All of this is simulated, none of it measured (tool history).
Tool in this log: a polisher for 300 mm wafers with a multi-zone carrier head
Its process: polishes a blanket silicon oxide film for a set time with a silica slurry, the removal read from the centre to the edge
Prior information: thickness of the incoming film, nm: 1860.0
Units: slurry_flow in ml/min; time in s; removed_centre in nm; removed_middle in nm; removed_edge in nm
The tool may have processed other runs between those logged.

run	hour	slurry_flow	centre_zone	middle_zone	edge_zone	slurry_solids	time	removed_centre	removed_middle	removed_edge
1	0.0	230	1.00	1.00	1.00	1.00	74	167.15	170.46	172.01
2	8.9	230	1.00	1.06	1.00	1.00	74	165.36	181.57	166.38
3	11.2	235	1.01	1.07	1.02	1.10	74	177.86	192.09	182.13
4	12.5	235	1.01	0.99	1.02	1.10	74	179.71	178.44	181.83
5	16.6	235	1.01	1.05	1.02	1.10	74	180.36	186.34	179.79
6	18.6	240	1.00	1.07	1.03	1.15	75	186.10	196.00	185.02
7	23.3	230	0.99	1.08	1.04	1.20	76	189.26	204.06	189.86
8	29.3	235	0.99	1.09	1.06	1.25	76	190.55	212.02	205.01
9	38.2	245	1.00	1.11	1.06	1.25	76	196.62	215.34	200.67
10	45.2	250	1.00	1.12	1.06	1.30	76	204.04	219.15	205.68
11	51.5	250	1.00	1.13	1.06	1.35	76	202.05	231.38	209.72
12	59.7	255	1.01	1.14	1.07	1.35	76	206.09	230.68	212.37

Run 13 is up next; what results do you expect?
13	62.5	260	1.01	1.15	1.07	1.35	76	?	?	?

Run 13 gave removed_centre 210.23 nm, removed_middle 229.12 nm, removed_edge 209.99 nm.
